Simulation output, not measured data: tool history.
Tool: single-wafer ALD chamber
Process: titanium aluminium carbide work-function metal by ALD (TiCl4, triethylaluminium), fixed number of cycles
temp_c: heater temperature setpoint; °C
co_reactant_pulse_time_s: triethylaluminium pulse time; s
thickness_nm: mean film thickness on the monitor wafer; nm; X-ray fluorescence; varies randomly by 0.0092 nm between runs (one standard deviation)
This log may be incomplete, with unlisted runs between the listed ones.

run,hour,temp_c,co_reactant_pulse_time_s,thickness_nm
1,0,315,8.11,2.0711
2,4.8,315,6.58,1.9746
3,11,308,5.57,1.809
4,12.5,304,5.22,1.7384
5,14,301,5.02,1.7038
6,16.3,301,3.35,1.3875

What does the tool deliver on the next run?
7,21.2,301,3.69,?

thickness_nm: 1.4619 nm
